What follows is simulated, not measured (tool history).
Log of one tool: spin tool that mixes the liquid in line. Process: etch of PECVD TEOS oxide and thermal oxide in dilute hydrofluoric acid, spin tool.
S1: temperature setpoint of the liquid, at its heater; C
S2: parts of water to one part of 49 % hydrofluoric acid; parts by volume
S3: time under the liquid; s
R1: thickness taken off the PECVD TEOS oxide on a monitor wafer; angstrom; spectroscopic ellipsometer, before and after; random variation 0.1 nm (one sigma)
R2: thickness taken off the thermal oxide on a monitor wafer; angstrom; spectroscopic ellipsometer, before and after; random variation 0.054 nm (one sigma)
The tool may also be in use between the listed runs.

Run 1, hour 0.0: S1 20.0 C, S2 95 parts by volume, S3 65 s. Result: R1 96.469 angstrom, R2 28.633 angstrom.
Run 2, hour 1.3: S1 22.5 C, S2 95 parts by volume, S3 65 s. Result: R1 106.060 angstrom, R2 31.580 angstrom.
Run 3, hour 5.5: S1 23.5 C, S2 90 parts by volume, S3 65 s. Result: R1 118.210 angstrom, R2 34.265 angstrom.
Run 4, hour 7.0: S1 23.5 C, S2 110 parts by volume, S3 65 s. Result: R1 94.963 angstrom, R2 27.587 angstrom.
Run 5, hour 12.1: S1 24.0 C, S2 105 parts by volume, S3 65 s. Result: R1 101.140 angstrom, R2 29.442 angstrom.
Run 6, hour 18.9: S1 24.5 C, S2 100 parts by volume, S3 65 s. Result: R1 110.240 angstrom, R2 32.317 angstrom.
Run 7, hour 21.4: S1 25.0 C, S2 95 parts by volume, S3 65 s. Result: R1 118.660 angstrom, R2 34.173 angstrom.
Run 8, hour 24.7: S1 25.5 C, S2 90 parts by volume, S3 65 s. Result: R1 128.510 angstrom, R2 37.921 angstrom.

Run 9 comes next. What will it give?
At hour 30.4: thermometer replaced.
Run 9, hour 30.4: S1 26.0 C, S2 85 parts by volume, S3 65 s. Result: R1 ?, R2 ?.

R1: 150.990 angstrom
R2: 43.217 angstrom
